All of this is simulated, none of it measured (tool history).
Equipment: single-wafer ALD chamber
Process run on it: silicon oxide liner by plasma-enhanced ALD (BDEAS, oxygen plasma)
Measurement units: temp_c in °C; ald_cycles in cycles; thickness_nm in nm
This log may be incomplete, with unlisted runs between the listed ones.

run,hour,temp_c,ald_cycles,thickness_nm
1,0.0,310,55,4.9507
2,1.4,309,57,5.1469
3,5.2,305,57,5.1775
4,10.1,305,61,5.5530
5,14.5,304,62,5.6894
# hour 18.1: thermocouple changed; heater temperature recalibrated
6,18.1,303,62,5.6936
7,20.0,302,62,5.7234

Run 8 has not been measured yet. What should we expect?
8,24.2,301,62,?

thickness_nm: 5.7387 nm
